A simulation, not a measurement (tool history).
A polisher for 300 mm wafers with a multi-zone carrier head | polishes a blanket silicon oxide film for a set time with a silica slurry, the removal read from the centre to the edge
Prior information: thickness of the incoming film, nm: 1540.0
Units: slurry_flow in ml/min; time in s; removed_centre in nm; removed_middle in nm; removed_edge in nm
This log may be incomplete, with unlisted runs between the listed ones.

| run | hour | slurry_flow | centre_zone | middle_zone | edge_zone | slurry_solids | time | removed_centre | removed_middle | removed_edge |
|---|---|---|---|---|---|---|---|---|---|---|
| 1 | 0 | 275 | 1 | 1 | 1 | 1 | 39 | 159.14 | 151.51 | 150.85 |
| 2 | 5.3 | 275 | 1 | 1 | 1 | 1.2 | 39 | 172.89 | 164.99 | 162.18 |
| 3 | 13.8 | 285 | 1 | 1.04 | 1.02 | 1.25 | 40 | 184.61 | 180.02 | 174.26 |
| 4 | 21.7 | 285 | 0.94 | 1.04 | 1.02 | 1.25 | 40 | 176.42 | 178.81 | 173.12 |
|  | 24.7 | centre zone pressure recalibrated |
| 5 | 24.7 | 285 | 0.94 | 1.04 | 1.02 | 1.25 | 30 | 120.8 | 134.31 | 131.2 |
| 6 | 27.7 | 285 | 0.94 | 1.04 | 1.02 | 1.45 | 30 | 131.14 | 142.21 | 137.12 |

Estimate the outcome of run 7 from the log above:
| 7 | 29.2 | 300 | 0.94 | 1.08 | 1.02 | 1.45 | 33 | ? | ? | ? |

{"run 7": {"removed_centre": 148.65, "removed_middle": 164.15, "removed_edge": 151.47}}
